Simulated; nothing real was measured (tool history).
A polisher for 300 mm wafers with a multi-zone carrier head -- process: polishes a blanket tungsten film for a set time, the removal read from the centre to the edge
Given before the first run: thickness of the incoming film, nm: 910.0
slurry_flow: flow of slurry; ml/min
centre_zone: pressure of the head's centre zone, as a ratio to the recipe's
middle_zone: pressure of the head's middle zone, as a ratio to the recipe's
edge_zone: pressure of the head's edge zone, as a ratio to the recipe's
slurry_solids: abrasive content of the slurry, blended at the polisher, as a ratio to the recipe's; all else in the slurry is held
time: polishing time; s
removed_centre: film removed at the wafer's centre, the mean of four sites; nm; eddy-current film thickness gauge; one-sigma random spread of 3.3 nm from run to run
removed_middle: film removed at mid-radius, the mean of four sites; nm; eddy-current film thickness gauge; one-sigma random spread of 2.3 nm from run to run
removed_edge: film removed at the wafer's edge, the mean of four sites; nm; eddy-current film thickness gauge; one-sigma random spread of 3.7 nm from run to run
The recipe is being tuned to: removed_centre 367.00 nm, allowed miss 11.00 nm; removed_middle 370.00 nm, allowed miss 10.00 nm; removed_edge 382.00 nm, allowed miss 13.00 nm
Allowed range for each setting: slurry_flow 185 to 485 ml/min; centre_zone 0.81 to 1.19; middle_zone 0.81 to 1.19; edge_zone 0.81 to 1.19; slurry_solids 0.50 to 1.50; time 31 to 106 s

run 1 day=0.000 | slurry_flow=310 centre_zone=1.00 middle_zone=1.00 edge_zone=1.00 slurry_solids=1.00 time=68 | removed_centre=259.42 removed_middle=292.59 removed_edge=280.43
run 2 day=0.367 | slurry_flow=315 centre_zone=1.03 middle_zone=1.00 edge_zone=1.04 slurry_solids=1.15 time=70 | removed_centre=288.36 removed_middle=315.83 removed_edge=317.01
run 3 day=0.471 | slurry_flow=330 centre_zone=1.07 middle_zone=1.02 edge_zone=1.07 slurry_solids=1.20 time=70 | removed_centre=299.27 removed_middle=323.90 removed_edge=326.00
run 4 day=0.688 | slurry_flow=335 centre_zone=1.10 middle_zone=1.03 edge_zone=1.08 slurry_solids=1.30 time=71 | removed_centre=320.29 removed_middle=340.22 removed_edge=332.63
-- day=0.792 centre zone pressure recalibrated
run 5 day=0.792 | slurry_flow=340 centre_zone=1.11 middle_zone=1.03 edge_zone=1.10 slurry_solids=1.35 time=72 | removed_centre=357.17 removed_middle=344.48 removed_edge=346.96
run 6 day=0.938 | slurry_flow=345 centre_zone=1.09 middle_zone=1.04 edge_zone=1.12 slurry_solids=1.35 time=72 | removed_centre=351.92 removed_middle=350.83 removed_edge=350.62
run 7 day=1.204 | slurry_flow=345 centre_zone=1.07 middle_zone=1.04 edge_zone=1.14 slurry_solids=1.35 time=73 | removed_centre=354.20 removed_middle=357.93 removed_edge=358.11
run 8 day=1.521 | slurry_flow=345 centre_zone=1.07 middle_zone=1.04 edge_zone=1.14 slurry_solids=1.35 time=73 | removed_centre=348.75 removed_middle=356.77 removed_edge=353.67
run 9 day=1.629 | slurry_flow=340 centre_zone=1.05 middle_zone=1.03 edge_zone=1.15 slurry_solids=1.40 time=74 | removed_centre=352.00 removed_middle=363.80 removed_edge=364.21
run 10 day=1.929 | slurry_flow=340 centre_zone=1.05 middle_zone=1.02 edge_zone=1.16 slurry_solids=1.40 time=74 | removed_centre=352.29 removed_middle=359.47 removed_edge=360.99

5 candidate next runs follow, results not yet known. Just one meets every target within its allowed miss. Identify it.
run A day=2.229 | slurry_flow=310 centre_zone=1.00 middle_zone=1.04 edge_zone=1.14 slurry_solids=1.45 time=75 | removed_centre=? removed_middle=? removed_edge=?
run B day=2.229 | slurry_flow=390 centre_zone=1.05 middle_zone=1.01 edge_zone=1.16 slurry_solids=1.50 time=75 | removed_centre=? removed_middle=? removed_edge=?
run C day=2.229 | slurry_flow=380 centre_zone=1.19 middle_zone=1.17 edge_zone=1.08 slurry_solids=1.50 time=71 | removed_centre=? removed_middle=? removed_edge=?
run D day=2.229 | slurry_flow=425 centre_zone=1.13 middle_zone=1.04 edge_zone=1.12 slurry_solids=1.50 time=76 | removed_centre=? removed_middle=? removed_edge=?
run E day=2.229 | slurry_flow=395 centre_zone=1.15 middle_zone=1.13 edge_zone=1.12 slurry_solids=1.50 time=72 | removed_centre=? removed_middle=? removed_edge=?

move=A removed_centre=341.24 removed_middle=367.77 removed_edge=374.53
move=B removed_centre=365.89 removed_middle=367.70 removed_edge=386.20
move=C removed_centre=387.35 removed_middle=393.85 removed_edge=351.31
move=D removed_centre=398.42 removed_middle=383.89 removed_edge=385.79
move=E removed_centre=381.80 removed_middle=388.61 removed_edge=363.76
A: gets the furthest-off result to its target, but another result is out of tolerance
B: all results in spec
C: its largest miss is bigger than the last run's
D: gets the furthest-off result to its target, but another result is out of tolerance
E: its largest miss is bigger than the last run's
Move B is the one to make.
